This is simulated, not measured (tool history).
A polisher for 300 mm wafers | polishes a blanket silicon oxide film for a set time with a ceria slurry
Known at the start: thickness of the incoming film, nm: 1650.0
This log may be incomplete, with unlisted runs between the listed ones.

| run | hour | flow of slurry (ml/min) | pressure of the wafer on the pad (psi) | speed of the pad under the wafer (cm/s) | polishing time (s) | film removed (nm) |
|---|---|---|---|---|---|---|
| 1 | 0.0 | 165 | 2.7 | 102 | 110 | 410.99 |
| 2 | 8.5 | 165 | 2.7 | 94 | 110 | 384.86 |
| 3 | 10.8 | 160 | 2.6 | 94 | 110 | 367.33 |
| 4 | 13.0 | 155 | 2.6 | 94 | 110 | 364.83 |
| 5 | 20.4 | 155 | 2.6 | 108 | 110 | 419.50 |
| 6 | 23.9 | 155 | 2.5 | 108 | 110 | 399.75 |
| 7 | 29.2 | 155 | 2.4 | 108 | 110 | 387.45 |

Run 8, settings as shown, results not yet in. Your forecast:
| 8 | 34.5 | 155 | 2.3 | 108 | 110 | ? |

film removed (nm): 368.39
